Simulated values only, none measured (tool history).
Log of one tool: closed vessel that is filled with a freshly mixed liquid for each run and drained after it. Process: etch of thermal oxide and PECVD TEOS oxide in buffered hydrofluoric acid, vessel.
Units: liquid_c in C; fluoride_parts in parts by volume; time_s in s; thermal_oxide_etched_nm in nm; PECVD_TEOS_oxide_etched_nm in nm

run	hour	liquid_c	fluoride_parts	time_s	thermal_oxide_etched_nm	PECVD_TEOS_oxide_etched_nm
1	0	22	21	80	38.196	92.914
2	4.2	22	21	100	47.69	116.74
3	7.3	21	22	100	44.01	105.6
4	13	24.5	22	100	52.128	128.43
# hour 15.1: thermometer replaced
5	15.1	23	23	100	52.286	128.8
6	17.9	19.5	23	100	42.778	105.67
7	22.9	19.5	23	100	42.781	106.27

The next listed run, before its measurement:
8	24.4	17	29.5	100	?	?

thermal_oxide_etched_nm: 31.932 nm
PECVD_TEOS_oxide_etched_nm: 76.619 nm
